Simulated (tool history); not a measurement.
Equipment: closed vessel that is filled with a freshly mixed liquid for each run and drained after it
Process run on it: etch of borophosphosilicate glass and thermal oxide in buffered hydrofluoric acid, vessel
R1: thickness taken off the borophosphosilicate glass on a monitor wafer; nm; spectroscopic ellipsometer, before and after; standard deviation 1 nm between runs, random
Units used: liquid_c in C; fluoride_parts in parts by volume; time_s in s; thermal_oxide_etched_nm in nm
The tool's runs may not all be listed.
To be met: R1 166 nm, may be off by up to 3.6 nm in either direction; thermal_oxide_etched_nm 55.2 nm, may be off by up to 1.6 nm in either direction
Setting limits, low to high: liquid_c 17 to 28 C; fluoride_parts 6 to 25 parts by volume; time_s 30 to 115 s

{"run": 1, "day": 0.0, "liquid_c": 20, "fluoride_parts": 15.5, "time_s": 60, "R1": 118.37, "thermal_oxide_etched_nm": 39.188}
{"run": 2, "day": 0.079, "liquid_c": 20, "fluoride_parts": 15.5, "time_s": 45, "R1": 88.938, "thermal_oxide_etched_nm": 29.869}
{"run": 3, "day": 0.379, "liquid_c": 22.5, "fluoride_parts": 15.5, "time_s": 45, "R1": 101.96, "thermal_oxide_etched_nm": 33.787}
{"run": 4, "day": 0.683, "liquid_c": 20, "fluoride_parts": 15.5, "time_s": 45, "R1": 88.401, "thermal_oxide_etched_nm": 29.774}
{"run": 5, "day": 0.988, "liquid_c": 21, "fluoride_parts": 15, "time_s": 45, "R1": 95.736, "thermal_oxide_etched_nm": 32.262}
{"run": 6, "day": 1.146, "liquid_c": 21, "fluoride_parts": 15, "time_s": 30, "R1": 64.837, "thermal_oxide_etched_nm": 21.835}
{"run": 7, "day": 1.304, "liquid_c": 22, "fluoride_parts": 13.5, "time_s": 30, "R1": 75.259, "thermal_oxide_etched_nm": 25.401}
{"run": 8, "day": 1.521, "liquid_c": 23, "fluoride_parts": 12.5, "time_s": 30, "R1": 86.193, "thermal_oxide_etched_nm": 28.858}
{"run": 9, "day": 1.792, "liquid_c": 23.5, "fluoride_parts": 11.5, "time_s": 30, "R1": 95.492, "thermal_oxide_etched_nm": 31.485}
{"run": 10, "day": 1.829, "liquid_c": 23.5, "fluoride_parts": 11.5, "time_s": 30, "R1": 96.487, "thermal_oxide_etched_nm": 32.493}
{"run": 11, "day": 1.95, "liquid_c": 24, "fluoride_parts": 11, "time_s": 30, "R1": 101.57, "thermal_oxide_etched_nm": 34.231}
{"run": 12, "day": 2.196, "liquid_c": 24.5, "fluoride_parts": 10.5, "time_s": 30, "R1": 110.63, "thermal_oxide_etched_nm": 36.823}
{"run": 13, "day": 2.421, "liquid_c": 25, "fluoride_parts": 10, "time_s": 30, "R1": 119.31, "thermal_oxide_etched_nm": 39.433}
{"run": 14, "day": 2.567, "liquid_c": 25, "fluoride_parts": 10, "time_s": 30, "R1": 120.28, "thermal_oxide_etched_nm": 39.734}
{"run": 15, "day": 2.679, "liquid_c": 25.5, "fluoride_parts": 9.5, "time_s": 30, "R1": 125.62, "thermal_oxide_etched_nm": 42.306}
{"run": 16, "day": 2.858, "liquid_c": 25.5, "fluoride_parts": 9.5, "time_s": 30, "R1": 126.19, "thermal_oxide_etched_nm": 41.677}
{"run": 17, "day": 3.192, "liquid_c": 28, "fluoride_parts": 7, "time_s": 30, "R1": 198.07, "thermal_oxide_etched_nm": 66.27}
{"run": 18, "day": 3.358, "liquid_c": 27.5, "fluoride_parts": 7, "time_s": 30, "R1": 192.15, "thermal_oxide_etched_nm": 64.05}
{"run": 19, "day": 3.396, "liquid_c": 27, "fluoride_parts": 7, "time_s": 30, "R1": 188.14, "thermal_oxide_etched_nm": 62.081}
{"run": 20, "day": 3.7, "liquid_c": 26.5, "fluoride_parts": 7, "time_s": 30, "R1": 182.07, "thermal_oxide_etched_nm": 61.274}
{"run": 21, "day": 3.967, "liquid_c": 25.5, "fluoride_parts": 7, "time_s": 30, "R1": 173.36, "thermal_oxide_etched_nm": 56.56}
{"run": 22, "day": 4.212, "liquid_c": 25.5, "fluoride_parts": 7.5, "time_s": 30, "R1": 159.85, "thermal_oxide_etched_nm": 53.25}
{"run": 23, "day": 4.288, "liquid_c": 25.5, "fluoride_parts": 7.5, "time_s": 30, "R1": 160.32, "thermal_oxide_etched_nm": 53.211}

5 candidate next runs follow, results not yet known. Just one meets every target within its allowed miss. Identify it.
{"run": "A", "day": 4.362, "liquid_c": 21.5, "fluoride_parts": 6, "time_s": 30, "R1": "?", "thermal_oxide_etched_nm": "?"}
{"run": "B", "day": 4.362, "liquid_c": 28, "fluoride_parts": 25, "time_s": 75, "R1": "?", "thermal_oxide_etched_nm": "?"}
{"run": "C", "day": 4.362, "liquid_c": 24.5, "fluoride_parts": 8, "time_s": 35, "R1": "?", "thermal_oxide_etched_nm": "?"}
{"run": "D", "day": 4.362, "liquid_c": 28, "fluoride_parts": 13.5, "time_s": 45, "R1": "?", "thermal_oxide_etched_nm": "?"}
{"run": "E", "day": 4.362, "liquid_c": 28, "fluoride_parts": 12, "time_s": 40, "R1": "?", "thermal_oxide_etched_nm": "?"}

move=A R1=157.6 thermal_oxide_etched_nm=52.964
move=B R1=149.98 thermal_oxide_etched_nm=51.155
move=C R1=163 thermal_oxide_etched_nm=55.164
move=D R1=154.56 thermal_oxide_etched_nm=52.613
move=E R1=154.24 thermal_oxide_etched_nm=52.475
A: further off than the last run
B: further off than the last run
C: every result lands within tolerance
D: further off than the last run
E: further off than the last run
The right move is C.
